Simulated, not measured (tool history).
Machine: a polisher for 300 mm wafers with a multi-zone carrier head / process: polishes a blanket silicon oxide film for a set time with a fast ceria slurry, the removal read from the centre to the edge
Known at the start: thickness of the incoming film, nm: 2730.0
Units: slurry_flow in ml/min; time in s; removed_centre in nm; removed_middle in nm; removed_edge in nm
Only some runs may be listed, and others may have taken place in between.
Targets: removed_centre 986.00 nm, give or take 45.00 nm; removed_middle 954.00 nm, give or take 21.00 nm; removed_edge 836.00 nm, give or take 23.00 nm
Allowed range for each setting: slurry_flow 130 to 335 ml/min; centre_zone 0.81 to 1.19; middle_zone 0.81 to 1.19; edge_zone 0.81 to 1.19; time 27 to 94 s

Run 1, hour 0.0: slurry_flow 215 ml/min, centre_zone 1.00, middle_zone 1.00, edge_zone 1.00, time 60 s. Result: removed_centre 1150.60 nm, removed_middle 1127.80 nm, removed_edge 1148.90 nm.
Run 2, hour 5.4: slurry_flow 215 ml/min, centre_zone 1.00, middle_zone 1.00, edge_zone 1.00, time 52 s. Result: removed_centre 995.47 nm, removed_middle 979.57 nm, removed_edge 985.90 nm.
Run 3, hour 8.5: slurry_flow 215 ml/min, centre_zone 1.00, middle_zone 1.00, edge_zone 1.00, time 44 s. Result: removed_centre 843.74 nm, removed_middle 824.21 nm, removed_edge 842.75 nm.
Run 4, hour 14.7: slurry_flow 215 ml/min, centre_zone 0.92, middle_zone 1.00, edge_zone 1.00, time 44 s. Result: removed_centre 798.30 nm, removed_middle 821.89 nm, removed_edge 855.63 nm.
Run 5, hour 18.4: slurry_flow 230 ml/min, centre_zone 0.96, middle_zone 1.02, edge_zone 0.99, time 44 s. Result: removed_centre 829.85 nm, removed_middle 840.31 nm, removed_edge 854.84 nm.
Run 6, hour 23.1: slurry_flow 230 ml/min, centre_zone 0.96, middle_zone 1.02, edge_zone 1.06, time 44 s. Result: removed_centre 807.15 nm, removed_middle 848.91 nm, removed_edge 868.18 nm.
Run 7, hour 27.4: slurry_flow 240 ml/min, centre_zone 1.00, middle_zone 1.04, edge_zone 1.04, time 44 s. Result: removed_centre 858.49 nm, removed_middle 873.50 nm, removed_edge 869.21 nm.
Run 8, hour 34.0: slurry_flow 250 ml/min, centre_zone 1.02, middle_zone 1.06, edge_zone 1.03, time 44 s. Result: removed_centre 881.05 nm, removed_middle 890.25 nm, removed_edge 867.39 nm.

Consider the 4 candidate settings below. Which is the only one whose results all fall within their allowed miss of target?
Run A, hour 40.6: slurry_flow 195 ml/min, centre_zone 0.87, middle_zone 1.19, edge_zone 1.05, time 45 s. Result: removed_centre ?, removed_middle ?, removed_edge ?.
Run B, hour 40.6: slurry_flow 220 ml/min, centre_zone 1.17, middle_zone 1.18, edge_zone 0.99, time 44 s. Result: removed_centre ?, removed_middle ?, removed_edge ?.
Run C, hour 40.6: slurry_flow 245 ml/min, centre_zone 1.07, middle_zone 0.93, edge_zone 0.99, time 47 s. Result: removed_centre ?, removed_middle ?, removed_edge ?.
Run D, hour 40.6: slurry_flow 250 ml/min, centre_zone 0.92, middle_zone 1.13, edge_zone 1.00, time 45 s. Result: removed_centre ?, removed_middle ?, removed_edge ?.

move  removed_centre  removed_middle  removed_edge
   A          760.08          965.22        870.61
   B          980.05          951.65        837.71
   C          980.39          841.92        906.92
   D          826.55          953.65        871.77
A: brings the last run's worst result on target, with another outside its allowed miss
B: in spec on every target
C: misses by more than the last run did
D: brings the last run's worst result on target, with another outside its allowed miss
Answer: B
